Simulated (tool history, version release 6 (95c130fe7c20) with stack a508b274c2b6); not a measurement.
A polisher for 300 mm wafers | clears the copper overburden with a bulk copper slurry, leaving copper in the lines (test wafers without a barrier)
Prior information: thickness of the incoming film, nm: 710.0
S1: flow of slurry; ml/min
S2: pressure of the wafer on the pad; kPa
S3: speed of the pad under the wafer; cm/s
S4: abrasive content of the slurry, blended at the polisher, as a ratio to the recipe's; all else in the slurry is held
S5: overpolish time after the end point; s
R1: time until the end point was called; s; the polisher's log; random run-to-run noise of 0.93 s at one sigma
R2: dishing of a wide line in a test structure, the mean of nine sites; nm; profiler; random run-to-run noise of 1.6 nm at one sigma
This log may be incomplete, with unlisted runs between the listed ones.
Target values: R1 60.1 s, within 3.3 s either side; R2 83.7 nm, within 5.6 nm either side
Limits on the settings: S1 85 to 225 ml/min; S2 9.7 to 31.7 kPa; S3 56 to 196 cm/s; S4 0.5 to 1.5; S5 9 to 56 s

Run 1, hour 0: S1 145 ml/min, S2 20.7 kPa, S3 126 cm/s, S4 1, S5 29 s. Result: R1 50.941 s, R2 166.58 nm.
Run 2, hour 1.4: S1 145 ml/min, S2 20.7 kPa, S3 154 cm/s, S4 1, S5 29 s. Result: R1 41.826 s, R2 177.67 nm.
Run 3, hour 7.1: S1 145 ml/min, S2 20.7 kPa, S3 154 cm/s, S4 1, S5 21 s. Result: R1 41.157 s, R2 159.69 nm.
Run 4, hour 10.6: S1 140 ml/min, S2 17.9 kPa, S3 160 cm/s, S4 0.95, S5 18 s. Result: R1 45.816 s, R2 142.8 nm.
Run 5, hour 11.5: S1 140 ml/min, S2 17.9 kPa, S3 160 cm/s, S4 0.95, S5 13 s. Result: R1 44.666 s, R2 116.53 nm.
Run 6, hour 19.7: S1 140 ml/min, S2 15.9 kPa, S3 160 cm/s, S4 0.95, S5 12 s. Result: R1 49.455 s, R2 102.68 nm.
Run 7, hour 21.9: S1 140 ml/min, S2 15.2 kPa, S3 160 cm/s, S4 0.95, S5 12 s. Result: R1 51.466 s, R2 99.973 nm.
Run 8, hour 25.3: S1 140 ml/min, S2 14.5 kPa, S3 160 cm/s, S4 0.95, S5 12 s. Result: R1 52.587 s, R2 100.85 nm.
Run 9, hour 28.8: S1 140 ml/min, S2 13.8 kPa, S3 160 cm/s, S4 0.95, S5 11 s. Result: R1 53.066 s, R2 91.331 nm.
Run 10, hour 29.8: S1 140 ml/min, S2 13.1 kPa, S3 160 cm/s, S4 0.95, S5 11 s. Result: R1 55.778 s, R2 89.55 nm.

4 next moves are on the table. One of them brings every result within its allowed miss. Which?
Run A, hour 30.8: S1 140 ml/min, S2 13.1 kPa, S3 172 cm/s, S4 1, S5 9 s. Result: R1 ?, R2 ?.
Run B, hour 30.8: S1 140 ml/min, S2 13.1 kPa, S3 182 cm/s, S4 0.65, S5 9 s. Result: R1 ?, R2 ?.
Run C, hour 30.8: S1 160 ml/min, S2 15.9 kPa, S3 144 cm/s, S4 1.05, S5 9 s. Result: R1 ?, R2 ?.
Run D, hour 30.8: S1 130 ml/min, S2 12.4 kPa, S3 158 cm/s, S4 0.95, S5 11 s. Result: R1 ?, R2 ?.

move      R1      R2
   A  53.111  82.054
   B  53.631  81.475
   C  53.234  83.269
   D  60.743  85.627
A: further off than the last run
B: further off than the last run
C: further off than the last run
D: all results land within tolerance of their targets
Correct choice: D, which meets every target

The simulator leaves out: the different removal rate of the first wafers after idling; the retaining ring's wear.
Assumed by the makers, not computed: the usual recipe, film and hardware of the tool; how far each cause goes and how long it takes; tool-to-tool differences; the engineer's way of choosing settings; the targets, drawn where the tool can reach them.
